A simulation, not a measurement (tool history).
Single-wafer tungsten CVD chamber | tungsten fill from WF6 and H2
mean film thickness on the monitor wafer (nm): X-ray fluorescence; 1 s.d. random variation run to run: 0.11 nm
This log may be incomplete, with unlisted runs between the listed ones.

| run | hour | heater temperature setpoint (K) | chamber pressure (Torr) | deposition time (s) | mean film thickness on the monitor wafer (nm) |
|---|---|---|---|---|---|
| 1 | 0 | 673.15 | 29.9 | 11.89 | 31.915 |
| 2 | 3.5 | 671.15 | 29.8 | 11.89 | 30.499 |
| 3 | 12.3 | 662.15 | 29.8 | 11.89 | 25.658 |
| 4 | 18.3 | 662.15 | 26.2 | 11.89 | 24.104 |
| 5 | 26.6 | 664.15 | 26.3 | 11.89 | 25.055 |
| 6 | 34.8 | 665.15 | 26.3 | 11.89 | 25.636 |

Forecast run 7:
| 7 | 36 | 666.15 | 26.3 | 11.89 | ? |

{"run 7": {"mean film thickness on the monitor wafer (nm)": 26.255}}
